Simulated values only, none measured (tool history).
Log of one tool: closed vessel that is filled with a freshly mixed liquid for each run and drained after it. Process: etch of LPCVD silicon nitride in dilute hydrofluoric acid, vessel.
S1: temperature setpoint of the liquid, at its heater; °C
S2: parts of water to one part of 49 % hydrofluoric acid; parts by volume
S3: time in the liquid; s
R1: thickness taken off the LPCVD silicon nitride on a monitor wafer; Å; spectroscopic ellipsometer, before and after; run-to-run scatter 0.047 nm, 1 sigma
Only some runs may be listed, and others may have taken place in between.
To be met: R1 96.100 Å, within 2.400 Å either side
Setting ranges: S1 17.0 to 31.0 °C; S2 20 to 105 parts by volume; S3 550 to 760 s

{"run": 1, "day": 0.0, "S1": 23.0, "S2": 55, "S3": 760, "R1": 63.284}
{"run": 2, "day": 0.271, "S1": 26.0, "S2": 55, "S3": 760, "R1": 76.815}
{"run": 3, "day": 0.567, "S1": 26.0, "S2": 35, "S3": 760, "R1": 120.78}
{"run": 4, "day": 0.954, "S1": 26.0, "S2": 35, "S3": 760, "R1": 120.67}
{"run": 5, "day": 1.075, "S1": 26.0, "S2": 35, "S3": 550, "R1": 87.287}
{"run": 6, "day": 1.371, "S1": 26.0, "S2": 50, "S3": 550, "R1": 62.032}
{"run": 7, "day": 1.738, "S1": 26.5, "S2": 50, "S3": 550, "R1": 63.375}
{"run": 8, "day": 1.962, "S1": 27.0, "S2": 50, "S3": 550, "R1": 65.676}
{"run": 9, "day": 2.196, "S1": 27.5, "S2": 50, "S3": 550, "R1": 67.647}
{"run": 10, "day": 2.362, "S1": 28.0, "S2": 50, "S3": 550, "R1": 69.1}
{"run": 11, "day": 2.679, "S1": 28.5, "S2": 50, "S3": 550, "R1": 72.464}

Which one of the following 5 next-run settings gets every result inside its allowed miss? There is exactly one.
{"run": "A", "day": 2.996, "S1": 27.5, "S2": 45, "S3": 735, "R1": "?"}
{"run": "B", "day": 2.996, "S1": 30.5, "S2": 70, "S3": 760, "R1": "?"}
{"run": "C", "day": 2.996, "S1": 28.0, "S2": 45, "S3": 735, "R1": "?"}
{"run": "D", "day": 2.996, "S1": 31.0, "S2": 50, "S3": 670, "R1": "?"}
{"run": "E", "day": 2.996, "S1": 31.0, "S2": 45, "S3": 565, "R1": "?"}

move=A R1=100.680
move=B R1=81.619
move=C R1=104.050
move=D R1=103.830
move=E R1=97.181
A: the result that was furthest off in the last run now lies on the other side of its target
B: closes in on the targets versus the last run, not all within tolerance yet
C: the result that was furthest off in the last run now lies on the other side of its target
D: the result that was furthest off in the last run now lies on the other side of its target
E: hits every target within its allowed miss
Go with E: it meets all targets.

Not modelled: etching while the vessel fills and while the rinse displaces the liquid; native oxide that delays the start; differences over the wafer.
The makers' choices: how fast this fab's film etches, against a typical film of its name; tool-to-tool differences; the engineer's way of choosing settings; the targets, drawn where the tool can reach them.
